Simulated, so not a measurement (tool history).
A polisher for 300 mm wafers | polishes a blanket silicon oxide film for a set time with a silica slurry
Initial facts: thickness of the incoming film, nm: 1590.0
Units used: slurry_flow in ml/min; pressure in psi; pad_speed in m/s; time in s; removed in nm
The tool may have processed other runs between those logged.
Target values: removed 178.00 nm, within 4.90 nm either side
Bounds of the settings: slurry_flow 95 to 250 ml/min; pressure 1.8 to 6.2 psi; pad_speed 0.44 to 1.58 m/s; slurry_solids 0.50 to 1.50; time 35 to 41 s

run,hour,slurry_flow,pressure,pad_speed,slurry_solids,time,removed
1,0.0,160,4.0,1.00,1.00,41,109.81
2,8.8,170,4.6,1.00,1.00,41,121.44
3,13.2,170,4.6,1.00,1.10,41,126.71
4,21.7,170,5.1,1.02,1.10,41,135.83
5,29.1,180,5.5,1.06,1.10,41,146.81
6,30.7,180,5.5,1.26,1.10,41,161.26
7,36.9,180,5.7,1.26,1.10,41,164.44
8,41.5,180,5.9,1.26,1.10,41,167.53
9,47.3,185,6.0,1.28,1.10,41,173.87

Below are 5 possible settings for the next run. Only one of them brings all results inside the allowed miss of their targets. Which is it?
A,53.1,175,6.2,1.24,1.10,41,?
B,53.1,210,5.6,1.44,1.25,37,?
C,53.1,195,6.1,1.42,1.05,40,?
D,53.1,205,5.7,1.40,0.90,40,?
E,53.1,175,5.9,1.26,1.10,41,?

move,removed
A,171.18
B,171.10
C,178.39
D,160.61
E,167.75
A: misses by more than the last run did
B: misses by more than the last run did
C: every result lands within tolerance
D: misses by more than the last run did
E: misses by more than the last run did
Answer: C

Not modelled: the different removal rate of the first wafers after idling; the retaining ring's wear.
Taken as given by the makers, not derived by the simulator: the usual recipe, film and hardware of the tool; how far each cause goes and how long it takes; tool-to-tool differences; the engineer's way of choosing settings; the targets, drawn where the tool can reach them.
